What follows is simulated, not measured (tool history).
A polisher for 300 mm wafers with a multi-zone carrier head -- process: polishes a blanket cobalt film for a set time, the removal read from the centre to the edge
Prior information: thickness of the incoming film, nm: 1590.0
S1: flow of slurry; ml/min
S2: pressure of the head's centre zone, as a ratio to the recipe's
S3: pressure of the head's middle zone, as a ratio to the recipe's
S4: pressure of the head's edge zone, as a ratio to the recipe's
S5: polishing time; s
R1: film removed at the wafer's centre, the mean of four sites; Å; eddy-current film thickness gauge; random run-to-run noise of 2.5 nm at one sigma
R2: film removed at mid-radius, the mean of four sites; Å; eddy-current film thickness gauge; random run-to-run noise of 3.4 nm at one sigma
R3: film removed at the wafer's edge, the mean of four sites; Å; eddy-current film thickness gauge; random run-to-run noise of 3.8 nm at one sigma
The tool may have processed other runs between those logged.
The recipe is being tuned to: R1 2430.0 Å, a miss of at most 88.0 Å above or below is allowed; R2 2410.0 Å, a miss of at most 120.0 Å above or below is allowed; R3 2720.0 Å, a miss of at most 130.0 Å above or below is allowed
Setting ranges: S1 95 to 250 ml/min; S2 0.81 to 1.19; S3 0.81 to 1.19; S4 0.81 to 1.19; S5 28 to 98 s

Run 1, day 0.000: S1 160 ml/min, S2 1.00, S3 1.00, S4 1.00, S5 63 s. Result: R1 4317.7 Å, R2 4229.7 Å, R3 4056.0 Å.
Run 2, day 0.271: S1 150 ml/min, S2 0.95, S3 0.95, S4 1.00, S5 55 s. Result: R1 3675.7 Å, R2 3512.8 Å, R3 3544.2 Å.
Run 3, day 0.625: S1 140 ml/min, S2 0.90, S3 0.93, S4 1.02, S5 49 s. Result: R1 3108.9 Å, R2 3042.9 Å, R3 3105.4 Å.
Run 4, day 0.983: S1 115 ml/min, S2 0.90, S3 0.93, S4 1.02, S5 49 s. Result: R1 2893.5 Å, R2 2897.6 Å, R3 3089.9 Å.
Run 5, day 1.329: S1 115 ml/min, S2 0.90, S3 0.93, S4 1.02, S5 37 s. Result: R1 2160.5 Å, R2 2224.9 Å, R3 2341.6 Å.
Run 6, day 1.475: S1 125 ml/min, S2 0.89, S3 0.92, S4 1.06, S5 38 s. Result: R1 2273.9 Å, R2 2297.1 Å, R3 2402.1 Å.
Run 7, day 1.646: S1 125 ml/min, S2 0.89, S3 0.92, S4 1.06, S5 38 s. Result: R1 2304.3 Å, R2 2361.2 Å, R3 2471.8 Å.
Run 8, day 2.012: S1 120 ml/min, S2 0.88, S3 0.90, S4 1.08, S5 39 s. Result: R1 2343.6 Å, R2 2307.0 Å, R3 2532.0 Å.

Consider the 5 candidate settings below. Which is the only one whose results all fall within their allowed miss of target?
Run A, day 2.379: S1 170 ml/min, S2 1.05, S3 0.94, S4 1.10, S5 33 s. Result: R1 ?, R2 ?, R3 ?.
Run B, day 2.379: S1 155 ml/min, S2 0.92, S3 0.94, S4 1.07, S5 34 s. Result: R1 ?, R2 ?, R3 ?.
Run C, day 2.379: S1 125 ml/min, S2 0.87, S3 1.04, S4 1.05, S5 36 s. Result: R1 ?, R2 ?, R3 ?.
Run D, day 2.379: S1 95 ml/min, S2 1.00, S3 0.83, S4 1.12, S5 41 s. Result: R1 ?, R2 ?, R3 ?.
Run E, day 2.379: S1 95 ml/min, S2 0.90, S3 0.89, S4 1.08, S5 44 s. Result: R1 ?, R2 ?, R3 ?.

move      R1      R2      R3
   A  2340.5  2180.8  2279.2
   B  2193.5  2209.8  2287.4
   C  2137.4  2378.6  2318.6
   D  2404.6  2183.9  2592.3
   E  2432.7  2443.1  2729.6
A: moves away from the targets compared with the last run
B: moves away from the targets compared with the last run
C: moves away from the targets compared with the last run
D: the furthest-off result lands on target, but another misses its tolerance
E: each result inside its tolerance
The move that meets every target is E.

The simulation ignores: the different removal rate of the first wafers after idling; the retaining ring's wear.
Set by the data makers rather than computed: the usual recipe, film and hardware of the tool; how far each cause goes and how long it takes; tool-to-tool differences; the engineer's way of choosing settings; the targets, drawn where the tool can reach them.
